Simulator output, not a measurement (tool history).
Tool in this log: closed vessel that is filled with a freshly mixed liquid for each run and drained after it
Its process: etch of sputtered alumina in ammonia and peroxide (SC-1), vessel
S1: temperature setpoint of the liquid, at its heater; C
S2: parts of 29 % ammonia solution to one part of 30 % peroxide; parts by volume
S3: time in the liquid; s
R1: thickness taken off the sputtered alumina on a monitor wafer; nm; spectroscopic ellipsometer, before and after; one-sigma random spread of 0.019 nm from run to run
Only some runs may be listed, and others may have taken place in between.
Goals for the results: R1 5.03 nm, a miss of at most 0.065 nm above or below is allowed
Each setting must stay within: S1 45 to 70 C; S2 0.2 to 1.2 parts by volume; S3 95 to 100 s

run 1 hour=0 | S1=61 S2=0.9 S3=95 | R1=10.04
run 2 hour=7.7 | S1=65.5 S2=0.9 S3=95 | R1=12.7
run 3 hour=12.2 | S1=69.5 S2=0.9 S3=95 | R1=15.33
run 4 hour=13.7 | S1=69.5 S2=1.2 S3=95 | R1=15.77
run 5 hour=15.6 | S1=63 S2=1.2 S3=95 | R1=11.471
run 6 hour=20.7 | S1=58.5 S2=1.2 S3=95 | R1=9.1315
run 7 hour=24.1 | S1=55 S2=1.2 S3=95 | R1=7.5816
run 8 hour=33.1 | S1=53 S2=1.2 S3=95 | R1=6.8315
run 9 hour=40.4 | S1=51.5 S2=1.2 S3=95 | R1=6.2841
run 10 hour=41.3 | S1=50.5 S2=1.2 S3=95 | R1=5.976
run 11 hour=47.3 | S1=46.5 S2=1.2 S3=95 | R1=4.7621
run 12 hour=51 | S1=46.5 S2=1.2 S3=95 | R1=4.7623
run 13 hour=52.9 | S1=47 S2=1.2 S3=95 | R1=4.9261

5 next moves are on the table. One of them brings every result within its allowed miss. Which?
run A hour=54.8 | S1=46 S2=1 S3=100 | R1=?
run B hour=54.8 | S1=47.5 S2=1.2 S3=95 | R1=?
run C hour=54.8 | S1=46 S2=1.2 S3=100 | R1=?
run D hour=54.8 | S1=47 S2=1.15 S3=95 | R1=?
run E hour=54.8 | S1=47 S2=1.1 S3=95 | R1=?

move=A R1=4.7808
move=B R1=5.0282
move=C R1=4.8647
move=D R1=4.8694
move=E R1=4.8488
A: misses by more than the last run did
B: all results land within tolerance of their targets
C: misses by more than the last run did
D: misses by more than the last run did
E: misses by more than the last run did
Go with B: it meets all targets.

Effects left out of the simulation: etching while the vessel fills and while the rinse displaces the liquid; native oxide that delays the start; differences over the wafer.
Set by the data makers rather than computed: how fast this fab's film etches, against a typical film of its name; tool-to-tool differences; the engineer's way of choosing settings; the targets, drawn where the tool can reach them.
